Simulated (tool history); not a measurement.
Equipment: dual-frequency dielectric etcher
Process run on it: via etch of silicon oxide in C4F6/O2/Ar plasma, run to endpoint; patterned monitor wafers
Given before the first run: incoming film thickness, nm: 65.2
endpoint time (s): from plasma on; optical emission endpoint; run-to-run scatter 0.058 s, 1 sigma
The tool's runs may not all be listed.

run	hour	bias power (W)	source power (W)	Ar flow (sccm)	endpoint time (s)
1	0	568	420	305	11.751
2	4.6	568	470	305	11.421
3	13	585	470	304	11.227
4	16.6	585	400	304	11.892
5	23	618	410	303	11.453
6	29.6	618	410	328	11.517
7	37.3	637	410	328	11.332
8	43.4	650	410	328	11.205

What will run 9 give?
9	47.1	659	410	328	?

Logged for run 9: endpoint time (s) 11.12.
